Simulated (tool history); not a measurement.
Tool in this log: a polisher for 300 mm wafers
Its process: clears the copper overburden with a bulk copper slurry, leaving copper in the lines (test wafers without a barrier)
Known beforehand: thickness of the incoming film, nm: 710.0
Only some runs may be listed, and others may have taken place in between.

run    day  flow of slurry (ml/min)  pressure of the wafer on the pad (kPa)  speed of the pad under the wafer (cm/s)  abrasive content of the slurry  overpolish time after the end point (s)  time until the end point was called (s)  dishing of a wide line in a test structure (nm)
  1  0.000                      180                                    14.5                                      118                             1.0                                       25                                   104.21                                           86.118
  2  0.183                      180                                    13.8                                      122                             1.0                                       23                                   102.80                                           79.876
  3  0.408                      180                                    11.7                                      122                             1.0                                       23                                   122.41                                           72.531
  4  0.554                      175                                    11.0                                      124                             1.0                                       21                                   126.06                                           64.976
  5  0.742                      175                                    11.0                                      148                             1.0                                       21                                   107.98                                           73.347
  6  0.775                      200                                    11.0                                      148                             1.0                                       21                                   106.89                                           73.250
  7  1.129                      210                                    10.3                                      148                             1.0                                       19                                   112.97                                           63.587
  8  1.275                      220                                    10.3                                      148                             1.0                                       18                                   112.60                                           62.890
     1.333  -- slurry blender recalibrated
  9  1.333                      230                                     9.7                                      150                             1.0                                       17                                   113.24                                           60.436
 10  1.692                      235                                     9.7                                      150                             1.0                                       16                                   113.92                                           57.336
 11  2.038                      240                                     9.7                                      150                             1.0                                       15                                   113.56                                           54.722
 12  2.400                      245                                     9.7                                      150                             1.0                                       14                                   113.19                                           52.095

Estimate the outcome of run 13 from the log above:
 13  2.638                      250                                     9.7                                      150                             1.0                                       13                                        ?                                                ?

time until the end point was called (s): 112.02
dishing of a wide line in a test structure (nm): 50.233
